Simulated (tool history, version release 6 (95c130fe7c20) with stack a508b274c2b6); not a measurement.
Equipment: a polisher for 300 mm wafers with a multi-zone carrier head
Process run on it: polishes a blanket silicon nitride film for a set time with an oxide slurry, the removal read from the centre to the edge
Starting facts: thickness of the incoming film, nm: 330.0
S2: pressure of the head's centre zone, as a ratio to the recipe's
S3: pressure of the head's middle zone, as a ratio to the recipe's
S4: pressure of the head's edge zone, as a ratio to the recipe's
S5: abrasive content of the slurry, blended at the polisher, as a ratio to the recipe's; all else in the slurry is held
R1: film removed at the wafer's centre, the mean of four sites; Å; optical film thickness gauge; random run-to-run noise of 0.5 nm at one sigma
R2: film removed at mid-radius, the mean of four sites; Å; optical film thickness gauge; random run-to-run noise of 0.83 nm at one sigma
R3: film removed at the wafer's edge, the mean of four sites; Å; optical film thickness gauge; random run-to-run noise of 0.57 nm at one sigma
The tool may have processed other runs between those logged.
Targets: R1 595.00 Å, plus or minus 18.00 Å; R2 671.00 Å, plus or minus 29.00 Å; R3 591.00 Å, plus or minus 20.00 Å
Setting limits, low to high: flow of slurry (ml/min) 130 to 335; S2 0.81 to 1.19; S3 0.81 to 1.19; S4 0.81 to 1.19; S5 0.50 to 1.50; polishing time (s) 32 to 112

run 1 hour=0.0 | flow_of_slurry_(ml/min)=215 S2=1.00 S3=1.00 S4=1.00 S5=1.00 polishing_time_(s)=72 | R1=456.12 R2=451.06 R3=447.25
run 2 hour=7.1 | flow_of_slurry_(ml/min)=235 S2=1.00 S3=1.00 S4=1.00 S5=1.00 polishing_time_(s)=72 | R1=460.63 R2=451.24 R3=444.49
run 3 hour=10.2 | flow_of_slurry_(ml/min)=225 S2=1.00 S3=1.04 S4=1.01 S5=1.15 polishing_time_(s)=73 | R1=496.19 R2=498.85 R3=481.88
run 4 hour=19.0 | flow_of_slurry_(ml/min)=225 S2=1.00 S3=1.04 S4=1.07 S5=1.15 polishing_time_(s)=73 | R1=486.09 R2=498.99 R3=501.18
run 5 hour=26.6 | flow_of_slurry_(ml/min)=230 S2=1.00 S3=1.08 S4=1.07 S5=1.25 polishing_time_(s)=74 | R1=512.76 R2=541.26 R3=512.16
run 6 hour=33.6 | flow_of_slurry_(ml/min)=230 S2=1.01 S3=1.11 S4=1.09 S5=1.30 polishing_time_(s)=75 | R1=543.08 R2=570.17 R3=542.63
run 7 hour=35.3 | flow_of_slurry_(ml/min)=240 S2=1.00 S3=1.13 S4=1.09 S5=1.35 polishing_time_(s)=75 | R1=542.49 R2=593.93 R3=550.21
run 8 hour=37.7 | flow_of_slurry_(ml/min)=250 S2=1.01 S3=1.15 S4=1.09 S5=1.40 polishing_time_(s)=75 | R1=548.95 R2=606.74 R3=556.78
run 9 hour=42.3 | flow_of_slurry_(ml/min)=250 S2=1.01 S3=1.16 S4=1.08 S5=1.45 polishing_time_(s)=76 | R1=579.50 R2=632.03 R3=566.53
run 10 hour=50.6 | flow_of_slurry_(ml/min)=250 S2=1.01 S3=1.17 S4=1.09 S5=1.45 polishing_time_(s)=76 | R1=578.99 R2=636.84 R3=580.08
run 11 hour=57.7 | flow_of_slurry_(ml/min)=255 S2=1.01 S3=1.18 S4=1.08 S5=1.45 polishing_time_(s)=76 | R1=581.27 R2=627.71 R3=575.89

Pick the move, out of 5, that brings all results within their allowed miss; only one does.
run A hour=64.8 | flow_of_slurry_(ml/min)=285 S2=1.00 S3=1.14 S4=1.09 S5=1.30 polishing_time_(s)=78 | R1=? R2=? R3=?
run B hour=64.8 | flow_of_slurry_(ml/min)=165 S2=1.00 S3=1.19 S4=1.02 S5=1.50 polishing_time_(s)=82 | R1=? R2=? R3=?
run C hour=64.8 | flow_of_slurry_(ml/min)=290 S2=0.91 S3=1.18 S4=1.08 S5=1.45 polishing_time_(s)=79 | R1=? R2=? R3=?
run D hour=64.8 | flow_of_slurry_(ml/min)=310 S2=1.03 S3=1.06 S4=1.15 S5=1.00 polishing_time_(s)=85 | R1=? R2=? R3=?
run E hour=64.8 | flow_of_slurry_(ml/min)=295 S2=0.98 S3=1.03 S4=1.15 S5=1.20 polishing_time_(s)=83 | R1=? R2=? R3=?

move=A R1=572.80 R2=622.27 R3=578.36
move=B R1=591.09 R2=671.24 R3=591.22
move=C R1=550.69 R2=677.79 R3=607.77
move=D R1=581.94 R2=576.23 R3=585.34
move=E R1=580.52 R2=590.40 R3=615.39
A: its largest miss is bigger than the last run's
B: all results land within tolerance of their targets
C: puts the biggest miss on target and leaves a different result outside tolerance
D: its largest miss is bigger than the last run's
E: its largest miss is bigger than the last run's
Correct choice: B, which meets every target
